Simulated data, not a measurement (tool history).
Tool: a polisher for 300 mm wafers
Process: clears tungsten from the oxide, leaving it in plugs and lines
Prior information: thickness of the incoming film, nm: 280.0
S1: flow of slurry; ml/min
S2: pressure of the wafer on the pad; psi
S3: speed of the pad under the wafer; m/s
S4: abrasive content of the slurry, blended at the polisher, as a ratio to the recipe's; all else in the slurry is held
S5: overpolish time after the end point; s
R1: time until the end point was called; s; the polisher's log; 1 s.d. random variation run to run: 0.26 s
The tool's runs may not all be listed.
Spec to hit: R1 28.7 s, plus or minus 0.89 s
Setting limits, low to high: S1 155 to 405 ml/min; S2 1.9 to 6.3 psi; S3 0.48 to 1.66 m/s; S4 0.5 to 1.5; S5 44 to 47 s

run	hour	S1	S2	S3	S4	S5	R1
1	0	260	4.1	1.06	1	44	56.27
2	0.7	260	4.1	1.06	1.1	44	54.436
3	2.1	260	4.1	1.06	1.3	44	50.611
4	6.7	260	4.1	1.06	1.3	44	51.545
5	8.3	260	4.8	1.08	1.3	44	45.27
6	10.1	230	4.8	1.08	1.3	44	45.782
7	13.3	245	5.3	1.14	1.3	44	40.311
8	17.6	250	5.6	1.2	1.3	44	36.529
9	25.5	255	5.8	1.24	1.3	44	34.94
10	28.6	255	6	1.3	1.3	44	31.931
11	35.9	255	6.1	1.32	1.3	44	31.18
12	39.5	255	6.2	1.34	1.3	44	30.706
13	43.5	255	6.2	1.36	1.3	44	30.169
14	48.2	255	6.2	1.38	1.3	44	30.132
15	54.9	255	6.2	1.38	1.3	44	29.647

Which single option among these 5 for the next run brings every result within its allowed miss of target? Just one does.
A	61.6	230	5.3	1.64	1.15	44	?
B	61.6	235	6.3	1.3	1.2	47	?
C	61.6	265	6.2	1.34	1.25	44	?
D	61.6	235	6.2	1.42	1.4	47	?
E	61.6	250	6.2	1.34	1.35	45	?

move	R1
A	30.512
B	32.451
C	31.157
D	29.001
E	30.667
A: misses by more than the last run did
B: misses by more than the last run did
C: misses by more than the last run did
D: each result inside its tolerance
E: misses by more than the last run did
Move D is the one to make.
